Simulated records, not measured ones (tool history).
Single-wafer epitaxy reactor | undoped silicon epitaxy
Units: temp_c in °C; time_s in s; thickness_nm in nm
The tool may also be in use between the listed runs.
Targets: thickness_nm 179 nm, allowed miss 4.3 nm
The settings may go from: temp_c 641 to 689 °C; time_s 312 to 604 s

| run | day | temp_c | time_s | thickness_nm |
|---|---|---|---|---|
| 1 | 0 | 665 | 458 | 101.55 |
| 2 | 0.354 | 671 | 467 | 120.36 |
| 3 | 0.412 | 671 | 527 | 135.24 |
| 4 | 0.575 | 674 | 528 | 146.16 |
| 5 | 0.908 | 674 | 569 | 156.91 |
| 6 | 1.075 | 670 | 569 | 143.36 |
| 7 | 1.112 | 673 | 570 | 153.86 |
| 8 | 1.354 | 675 | 570 | 159.89 |
| 9 | 1.638 | 676 | 570 | 165.83 |
| 10 | 1.842 | 677 | 570 | 168.99 |
| 11 | 1.896 | 678 | 570 | 172.76 |

Which of these 4 next moves meets every target?
| A | 1.95 | 675 | 604 | ? |
| B | 1.95 | 676 | 584 | ? |
| C | 1.95 | 677 | 562 | ? |
| D | 1.95 | 678 | 596 | ? |

| move | thickness_nm |
|---|---|
| A | 172.19 |
| B | 170.44 |
| C | 167.9 |
| D | 182.27 |
A: further off than the last run
B: further off than the last run
C: further off than the last run
D: meets every target
Move D is the one to make.
